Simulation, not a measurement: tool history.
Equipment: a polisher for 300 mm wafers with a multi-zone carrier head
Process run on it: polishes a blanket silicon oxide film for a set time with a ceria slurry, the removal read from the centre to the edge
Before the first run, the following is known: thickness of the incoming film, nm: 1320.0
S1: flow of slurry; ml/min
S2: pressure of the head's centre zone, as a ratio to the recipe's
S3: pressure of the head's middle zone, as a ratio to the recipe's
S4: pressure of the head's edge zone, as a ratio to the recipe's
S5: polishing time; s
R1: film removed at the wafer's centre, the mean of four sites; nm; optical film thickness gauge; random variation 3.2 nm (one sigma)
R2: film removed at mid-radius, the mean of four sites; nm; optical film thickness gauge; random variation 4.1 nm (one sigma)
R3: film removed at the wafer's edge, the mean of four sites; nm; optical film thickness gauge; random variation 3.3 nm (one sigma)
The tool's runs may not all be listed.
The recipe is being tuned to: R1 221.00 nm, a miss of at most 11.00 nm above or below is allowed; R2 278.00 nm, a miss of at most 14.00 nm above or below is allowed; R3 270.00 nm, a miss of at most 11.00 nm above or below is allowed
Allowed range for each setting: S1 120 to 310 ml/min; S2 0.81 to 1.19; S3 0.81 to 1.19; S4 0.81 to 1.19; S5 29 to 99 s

| run | hour | S1 | S2 | S3 | S4 | S5 | R1 | R2 | R3 |
|---|---|---|---|---|---|---|---|---|---|
| 1 | 0.0 | 200 | 1.00 | 1.00 | 1.00 | 64 | 330.38 | 322.80 | 327.78 |
| 2 | 6.6 | 195 | 0.98 | 1.00 | 1.00 | 63 | 317.82 | 327.30 | 321.71 |
| 3 | 13.0 | 195 | 0.98 | 0.94 | 1.00 | 63 | 321.31 | 307.97 | 326.87 |
| 4 | 20.8 | 190 | 0.96 | 0.94 | 1.00 | 62 | 306.77 | 303.98 | 327.24 |
| 5 | 22.0 | 145 | 0.96 | 0.94 | 1.00 | 62 | 290.60 | 285.43 | 309.15 |
| 6 | 24.7 | 145 | 0.95 | 0.95 | 1.00 | 61 | 281.38 | 284.69 | 302.56 |
| 7 | 30.6 | 145 | 0.94 | 0.96 | 1.00 | 60 | 270.94 | 278.75 | 294.81 |
| 8 | 38.1 | 145 | 0.93 | 0.97 | 1.00 | 60 | 268.60 | 283.59 | 296.65 |
| 9 | 40.5 | 145 | 0.92 | 0.98 | 1.00 | 60 | 271.68 | 282.15 | 293.56 |
| 10 | 48.7 | 120 | 0.82 | 1.08 | 1.10 | 51 | 188.66 | 245.24 | 259.96 |
| 11 | 50.2 | 125 | 0.83 | 1.09 | 1.10 | 51 | 196.59 | 249.54 | 259.22 |

Which single option among these 5 for the next run brings every result within its allowed miss of target? Just one does.
| A | 51.7 | 140 | 0.88 | 0.98 | 1.04 | 48 | ? | ? | ? |
| B | 51.7 | 140 | 0.85 | 1.19 | 0.94 | 50 | ? | ? | ? |
| C | 51.7 | 140 | 0.88 | 1.07 | 1.14 | 50 | ? | ? | ? |
| D | 51.7 | 140 | 0.85 | 1.13 | 1.06 | 54 | ? | ? | ? |
| E | 51.7 | 120 | 0.93 | 0.97 | 1.14 | 52 | ? | ? | ? |

| move | R1 | R2 | R3 |
|---|---|---|---|
| A | 202.47 | 229.09 | 235.57 |
| B | 203.86 | 268.07 | 233.30 |
| C | 210.99 | 251.18 | 256.78 |
| D | 220.10 | 280.41 | 267.15 |
| E | 222.17 | 237.47 | 260.28 |
A: the biggest miss grows against the last run
B: the biggest miss grows against the last run
C: brings the result that was furthest off to its target, and leaves another outside
D: in spec on every target
E: brings the result that was furthest off to its target, and leaves another outside
Go with D: it meets all targets.
